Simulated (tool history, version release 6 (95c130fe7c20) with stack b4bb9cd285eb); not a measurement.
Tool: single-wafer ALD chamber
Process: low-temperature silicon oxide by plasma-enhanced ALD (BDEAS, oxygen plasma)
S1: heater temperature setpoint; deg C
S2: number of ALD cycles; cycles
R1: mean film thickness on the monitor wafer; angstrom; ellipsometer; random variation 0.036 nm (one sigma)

| run | hour | S1 | S2 | R1 |
|---|---|---|---|---|
| 1 | 0.0 | 100 | 51 | 74.404 |
| 2 | 5.3 | 105 | 51 | 74.059 |
| 3 | 6.4 | 105 | 57 | 82.571 |
| 4 | 9.2 | 105 | 61 | 88.507 |
| 5 | 15.7 | 107 | 55 | 80.141 |
| 6 | 19.4 | 107 | 50 | 72.372 |

Forecast run 7:
| 7 | 27.5 | 108 | 47 | ? |

Run 7 gave R1 68.200 angstrom.

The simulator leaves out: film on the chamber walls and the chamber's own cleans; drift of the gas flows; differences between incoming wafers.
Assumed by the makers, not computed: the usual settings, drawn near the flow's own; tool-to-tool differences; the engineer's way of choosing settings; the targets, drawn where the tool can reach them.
